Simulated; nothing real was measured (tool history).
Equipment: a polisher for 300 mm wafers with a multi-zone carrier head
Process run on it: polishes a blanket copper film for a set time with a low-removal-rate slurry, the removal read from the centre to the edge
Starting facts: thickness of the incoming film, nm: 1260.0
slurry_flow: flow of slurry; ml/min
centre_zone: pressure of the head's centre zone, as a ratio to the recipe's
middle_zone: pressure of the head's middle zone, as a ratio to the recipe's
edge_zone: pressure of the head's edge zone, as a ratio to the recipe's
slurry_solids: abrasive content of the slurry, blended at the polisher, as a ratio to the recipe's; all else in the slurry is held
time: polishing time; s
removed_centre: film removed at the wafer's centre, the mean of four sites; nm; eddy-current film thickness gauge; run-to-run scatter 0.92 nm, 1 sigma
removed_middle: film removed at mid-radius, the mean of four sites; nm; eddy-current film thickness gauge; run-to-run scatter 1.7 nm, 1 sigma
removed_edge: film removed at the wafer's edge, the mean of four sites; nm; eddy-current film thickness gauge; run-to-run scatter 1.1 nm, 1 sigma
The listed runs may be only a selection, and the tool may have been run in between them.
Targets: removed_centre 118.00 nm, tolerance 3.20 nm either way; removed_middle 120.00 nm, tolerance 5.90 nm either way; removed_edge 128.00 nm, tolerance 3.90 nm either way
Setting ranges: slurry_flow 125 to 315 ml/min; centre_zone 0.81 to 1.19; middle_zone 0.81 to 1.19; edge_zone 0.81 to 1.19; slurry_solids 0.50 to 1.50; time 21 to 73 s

Run 1, hour 0.0: slurry_flow 205 ml/min, centre_zone 1.00, middle_zone 1.00, edge_zone 1.00, slurry_solids 1.00, time 47 s. Result: removed_centre 135.13 nm, removed_middle 140.65 nm, removed_edge 134.35 nm.
Run 2, hour 1.3: slurry_flow 205 ml/min, centre_zone 1.00, middle_zone 1.00, edge_zone 1.05, slurry_solids 1.00, time 47 s. Result: removed_centre 136.12 nm, removed_middle 139.76 nm, removed_edge 135.95 nm.
Run 3, hour 3.3: slurry_flow 200 ml/min, centre_zone 0.99, middle_zone 0.99, edge_zone 1.05, slurry_solids 1.00, time 47 s. Result: removed_centre 136.16 nm, removed_middle 140.58 nm, removed_edge 134.89 nm.
Run 4, hour 10.2: slurry_flow 200 ml/min, centre_zone 0.99, middle_zone 0.99, edge_zone 0.98, slurry_solids 1.00, time 47 s. Result: removed_centre 133.52 nm, removed_middle 139.64 nm, removed_edge 131.35 nm.
Run 5, hour 12.1: slurry_flow 200 ml/min, centre_zone 0.99, middle_zone 0.99, edge_zone 0.98, slurry_solids 0.85, time 47 s. Result: removed_centre 129.90 nm, removed_middle 131.85 nm, removed_edge 130.23 nm.
Run 6, hour 16.3: slurry_flow 200 ml/min, centre_zone 0.99, middle_zone 0.99, edge_zone 1.06, slurry_solids 0.85, time 47 s. Result: removed_centre 131.22 nm, removed_middle 136.47 nm, removed_edge 132.59 nm.
Run 7, hour 25.0: slurry_flow 195 ml/min, centre_zone 0.98, middle_zone 0.97, edge_zone 1.06, slurry_solids 0.85, time 47 s. Result: removed_centre 128.65 nm, removed_middle 132.65 nm, removed_edge 133.62 nm.
Run 8, hour 33.2: slurry_flow 190 ml/min, centre_zone 0.98, middle_zone 0.96, edge_zone 1.05, slurry_solids 0.85, time 47 s. Result: removed_centre 127.11 nm, removed_middle 130.10 nm, removed_edge 130.72 nm.
Run 9, hour 36.3: slurry_flow 185 ml/min, centre_zone 0.97, middle_zone 0.95, edge_zone 1.05, slurry_solids 0.85, time 47 s. Result: removed_centre 127.25 nm, removed_middle 130.68 nm, removed_edge 133.90 nm.
Run 10, hour 43.7: slurry_flow 185 ml/min, centre_zone 0.97, middle_zone 0.95, edge_zone 1.04, slurry_solids 0.80, time 47 s. Result: removed_centre 125.36 nm, removed_middle 127.42 nm, removed_edge 129.73 nm.

Next run, 4 choices. One meets every target within its allowed miss, the rest don't. Which?
Run A, hour 51.1: slurry_flow 130 ml/min, centre_zone 0.94, middle_zone 0.89, edge_zone 1.03, slurry_solids 0.85, time 48 s. Result: removed_centre ?, removed_middle ?, removed_edge ?.
Run B, hour 51.1: slurry_flow 155 ml/min, centre_zone 1.01, middle_zone 0.84, edge_zone 1.04, slurry_solids 0.85, time 50 s. Result: removed_centre ?, removed_middle ?, removed_edge ?.
Run C, hour 51.1: slurry_flow 170 ml/min, centre_zone 0.88, middle_zone 0.97, edge_zone 1.02, slurry_solids 0.65, time 50 s. Result: removed_centre ?, removed_middle ?, removed_edge ?.
Run D, hour 51.1: slurry_flow 190 ml/min, centre_zone 0.87, middle_zone 0.94, edge_zone 1.09, slurry_solids 0.70, time 46 s. Result: removed_centre ?, removed_middle ?, removed_edge ?.

move  removed_centre  removed_middle  removed_edge
   A          118.06          120.35        127.95
   B          135.39          122.70        136.53
   C          116.79          135.21        131.60
   D          109.09          124.10        127.33
A: all results in spec
B: the biggest miss grows against the last run
C: meets the target for the result that was furthest off, but another lies outside its allowed miss
D: takes the biggest miss from the last run beyond its target
Go with A: it meets all targets.

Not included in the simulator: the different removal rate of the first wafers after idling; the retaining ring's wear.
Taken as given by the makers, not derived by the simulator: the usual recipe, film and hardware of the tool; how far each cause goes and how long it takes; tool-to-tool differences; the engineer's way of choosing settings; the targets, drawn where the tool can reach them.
